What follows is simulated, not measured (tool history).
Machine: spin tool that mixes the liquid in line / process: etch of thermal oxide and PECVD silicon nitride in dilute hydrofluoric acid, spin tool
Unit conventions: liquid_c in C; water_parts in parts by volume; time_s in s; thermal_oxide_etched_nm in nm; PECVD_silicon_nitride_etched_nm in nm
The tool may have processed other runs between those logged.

run,hour,liquid_c,water_parts,time_s,thermal_oxide_etched_nm,PECVD_silicon_nitride_etched_nm
1,0.0,22.0,180,180,3.7209,2.4451
2,6.4,21.0,190,180,3.3695,2.1827
3,7.1,20.0,195,180,3.1294,1.9844
4,13.9,20.0,195,120,2.1031,1.3223
5,17.1,20.0,190,120,2.1730,1.3674
6,25.9,20.0,190,200,3.5765,2.2688
# hour 27.0: thermometer replaced
7,27.0,19.5,195,200,3.6172,2.3588
8,29.7,19.0,200,190,3.2467,2.1140
9,34.1,18.5,200,180,3.0032,1.9185
10,39.2,18.0,200,175,2.9050,1.8303

What will run 11 give?
11,45.8,17.0,220,155,?,?

thermal_oxide_etched_nm: 2.1813 nm
PECVD_silicon_nitride_etched_nm: 1.3535 nm
